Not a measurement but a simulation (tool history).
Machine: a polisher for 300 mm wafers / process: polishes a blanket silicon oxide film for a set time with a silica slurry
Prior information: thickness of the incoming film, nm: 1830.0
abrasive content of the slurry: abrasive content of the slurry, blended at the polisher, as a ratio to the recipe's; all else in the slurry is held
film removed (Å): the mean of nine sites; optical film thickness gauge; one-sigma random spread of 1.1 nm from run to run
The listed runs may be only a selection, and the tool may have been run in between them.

run	hour	flow of slurry (ml/min)	pressure of the wafer on the pad (psi)	speed of the pad under the wafer (cm/s)	abrasive content of the slurry	polishing time (s)	film removed (Å)
1	0.0	275	4.0	146	1.00	32	1195.60
2	4.0	245	4.0	146	1.00	32	1189.60
3	4.5	245	3.8	146	1.00	32	1108.50
4	5.4	245	3.8	146	1.00	32	1125.30
5	12.7	245	3.7	146	1.00	32	1101.90
6	14.0	245	3.7	146	1.15	32	1168.90
7	20.5	245	3.6	146	1.15	32	1126.60
8	21.6	245	3.5	146	1.15	32	1096.50
9	22.2	245	3.4	146	1.15	32	1070.50

Run 10 has not been measured yet. What should we expect?
10	29.1	245	2.4	142	1.15	32	?

Run 10 measured film removed (Å) 750.42.
